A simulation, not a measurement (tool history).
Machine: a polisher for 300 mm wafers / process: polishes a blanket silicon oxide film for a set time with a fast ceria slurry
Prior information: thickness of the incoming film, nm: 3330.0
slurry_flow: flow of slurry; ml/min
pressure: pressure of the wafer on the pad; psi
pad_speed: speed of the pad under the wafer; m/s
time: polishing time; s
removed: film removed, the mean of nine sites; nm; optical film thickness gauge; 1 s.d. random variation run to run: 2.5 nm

{"run": 1, "day": 0.0, "slurry_flow": 215, "pressure": 1.6, "pad_speed": 0.98, "time": 46, "removed": 405.42}
{"run": 2, "day": 0.288, "slurry_flow": 215, "pressure": 1.6, "pad_speed": 1.16, "time": 46, "removed": 458.85}
{"run": 3, "day": 0.446, "slurry_flow": 215, "pressure": 1.6, "pad_speed": 0.92, "time": 46, "removed": 373.26}
{"run": 4, "day": 0.775, "slurry_flow": 215, "pressure": 1.5, "pad_speed": 0.9, "time": 46, "removed": 342.61}
{"day": 1.088, "done": "head pressure recalibrated"}
{"run": 5, "day": 1.088, "slurry_flow": 215, "pressure": 1.5, "pad_speed": 0.82, "time": 46, "removed": 298.95}
{"run": 6, "day": 1.425, "slurry_flow": 215, "pressure": 1.4, "pad_speed": 0.82, "time": 46, "removed": 280.36}
{"run": 7, "day": 1.546, "slurry_flow": 215, "pressure": 1.4, "pad_speed": 0.82, "time": 46, "removed": 287.02}
{"run": 8, "day": 1.792, "slurry_flow": 215, "pressure": 1.3, "pad_speed": 0.82, "time": 46, "removed": 259.38}

What will run 9 give?
{"run": 9, "day": 2.075, "slurry_flow": 215, "pressure": 1.1, "pad_speed": 0.82, "time": 46, "removed": "?"}

removed: 221.61 nm
